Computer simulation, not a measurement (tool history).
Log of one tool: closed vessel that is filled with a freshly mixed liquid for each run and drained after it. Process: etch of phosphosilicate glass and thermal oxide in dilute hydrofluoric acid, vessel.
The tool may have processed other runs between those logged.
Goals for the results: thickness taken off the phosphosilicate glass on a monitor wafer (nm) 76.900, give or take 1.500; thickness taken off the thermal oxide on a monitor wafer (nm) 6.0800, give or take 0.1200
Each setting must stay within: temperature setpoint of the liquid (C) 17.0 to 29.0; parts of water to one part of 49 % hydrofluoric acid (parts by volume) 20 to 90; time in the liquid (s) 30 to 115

run,hour,temperature setpoint of the liquid (C),parts of water to one part of 49 % hydrofluoric acid (parts by volume),time in the liquid (s),thickness taken off the phosphosilicate glass on a monitor wafer (nm),thickness taken off the thermal oxide on a monitor wafer (nm)
1,0.0,21.0,50,60,75.168,5.9389
2,9.2,24.5,50,60,86.851,6.8372
3,15.5,24.5,35,60,126.990,10.0480
4,23.0,22.0,35,60,114.410,9.0245
5,30.4,22.0,45,60,87.728,6.9452
6,33.5,22.0,40,60,98.051,7.7695
7,40.3,20.5,40,60,92.555,7.3415
8,43.3,20.5,40,60,93.057,7.3435
9,51.5,19.5,40,60,88.820,7.0464
10,53.8,17.0,45,60,71.126,5.6353
11,59.2,17.5,45,60,71.420,5.6536
12,67.9,18.0,45,60,73.744,5.8453
13,70.9,18.5,45,60,75.755,5.9229

Which single option among these 4 for the next run brings every result within its allowed miss of target? Just one does.
A,73.9,18.0,55,80,?,?
B,73.9,17.5,25,35,?,?
C,73.9,20.0,30,40,?,?
D,73.9,18.0,45,65,?,?

move,thickness taken off the phosphosilicate glass on a monitor wafer (nm),thickness taken off the thermal oxide on a monitor wafer (nm)
A,79.476,6.2753
B,77.277,6.1016
C,81.635,6.4458
D,79.776,6.2990
A: pushes the last run's worst result past its target
B: all results in spec
C: pushes the last run's worst result past its target
D: pushes the last run's worst result past its target
So the answer is move B, the one that meets all the targets.
